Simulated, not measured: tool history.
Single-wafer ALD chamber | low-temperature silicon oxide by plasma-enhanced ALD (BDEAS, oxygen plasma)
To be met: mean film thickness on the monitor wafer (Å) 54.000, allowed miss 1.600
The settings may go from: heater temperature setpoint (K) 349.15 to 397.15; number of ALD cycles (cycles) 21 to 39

| run | hour | heater temperature setpoint (K) | number of ALD cycles (cycles) | mean film thickness on the monitor wafer (Å) |
|---|---|---|---|---|
| 1 | 0.0 | 373.15 | 30 | 41.120 |
| 2 | 2.7 | 372.15 | 31 | 42.764 |
| 3 | 5.8 | 372.15 | 30 | 41.484 |
| 4 | 8.0 | 372.15 | 34 | 46.749 |
| 5 | 16.1 | 372.15 | 30 | 41.341 |
| 6 | 24.9 | 372.15 | 32 | 43.834 |
| 7 | 30.1 | 371.15 | 33 | 45.475 |
| 8 | 32.8 | 370.15 | 34 | 47.077 |
| 9 | 34.0 | 369.15 | 35 | 48.633 |

5 next moves are on the table. One of them brings every result within its allowed miss. Which?
| A | 35.2 | 371.15 | 36 | ? |
| B | 35.2 | 372.15 | 29 | ? |
| C | 35.2 | 380.15 | 37 | ? |
| D | 35.2 | 366.15 | 38 | ? |
| E | 35.2 | 361.15 | 30 | ? |

| move | mean film thickness on the monitor wafer (Å) |
|---|---|
| A | 49.653 |
| B | 39.835 |
| C | 49.887 |
| D | 53.482 |
| E | 43.067 |
A: nearer than the last run, and not there yet
B: further off than the last run
C: nearer than the last run, and not there yet
D: meets every target
E: further off than the last run
Answer: D
